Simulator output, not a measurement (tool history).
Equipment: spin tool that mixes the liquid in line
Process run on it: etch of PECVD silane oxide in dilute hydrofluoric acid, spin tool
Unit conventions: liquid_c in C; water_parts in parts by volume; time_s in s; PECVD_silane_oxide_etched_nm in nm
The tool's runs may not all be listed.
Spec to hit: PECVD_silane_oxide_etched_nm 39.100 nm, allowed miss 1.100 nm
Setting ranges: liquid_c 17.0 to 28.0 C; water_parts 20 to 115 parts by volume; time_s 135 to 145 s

Run 1, hour 0.0: liquid_c 20.0 C, water_parts 65 parts by volume, time_s 135 s. Result: PECVD_silane_oxide_etched_nm 29.429 nm.
Run 2, hour 4.5: liquid_c 21.0 C, water_parts 65 parts by volume, time_s 135 s. Result: PECVD_silane_oxide_etched_nm 30.773 nm.
Run 3, hour 8.4: liquid_c 21.0 C, water_parts 65 parts by volume, time_s 145 s. Result: PECVD_silane_oxide_etched_nm 32.965 nm.
Run 4, hour 16.7: liquid_c 21.5 C, water_parts 65 parts by volume, time_s 145 s. Result: PECVD_silane_oxide_etched_nm 33.569 nm.
Run 5, hour 24.6: liquid_c 21.5 C, water_parts 65 parts by volume, time_s 135 s. Result: PECVD_silane_oxide_etched_nm 31.622 nm.
Run 6, hour 32.3: liquid_c 21.5 C, water_parts 65 parts by volume, time_s 145 s. Result: PECVD_silane_oxide_etched_nm 33.854 nm.
Run 7, hour 36.1: liquid_c 22.0 C, water_parts 65 parts by volume, time_s 145 s. Result: PECVD_silane_oxide_etched_nm 34.262 nm.
Run 8, hour 43.4: liquid_c 22.0 C, water_parts 65 parts by volume, time_s 145 s. Result: PECVD_silane_oxide_etched_nm 34.252 nm.
Run 9, hour 49.2: liquid_c 22.5 C, water_parts 65 parts by volume, time_s 145 s. Result: PECVD_silane_oxide_etched_nm 34.896 nm.
Run 10, hour 53.1: liquid_c 23.0 C, water_parts 65 parts by volume, time_s 145 s. Result: PECVD_silane_oxide_etched_nm 35.760 nm.
Run 11, hour 59.7: liquid_c 23.5 C, water_parts 65 parts by volume, time_s 145 s. Result: PECVD_silane_oxide_etched_nm 36.494 nm.
Run 12, hour 63.4: liquid_c 24.0 C, water_parts 65 parts by volume, time_s 145 s. Result: PECVD_silane_oxide_etched_nm 37.229 nm.

Exercise: of the 4 proposed moves below, exactly one satisfies all targets within the stated allowed misses. Which move is it?
Run A, hour 67.1: liquid_c 26.0 C, water_parts 60 parts by volume, time_s 140 s. Result: PECVD_silane_oxide_etched_nm ?.
Run B, hour 67.1: liquid_c 24.5 C, water_parts 65 parts by volume, time_s 140 s. Result: PECVD_silane_oxide_etched_nm ?.
Run C, hour 67.1: liquid_c 21.5 C, water_parts 50 parts by volume, time_s 135 s. Result: PECVD_silane_oxide_etched_nm ?.
Run D, hour 67.1: liquid_c 25.5 C, water_parts 65 parts by volume, time_s 145 s. Result: PECVD_silane_oxide_etched_nm ?.

move  PECVD_silane_oxide_etched_nm
   A                        42.048
   B                        36.290
   C                        40.978
   D                        39.133
A: pushes the last run's worst result past its target
B: moves away from the targets compared with the last run
C: pushes the last run's worst result past its target
D: every result within its allowed miss
The move that meets every target is D.
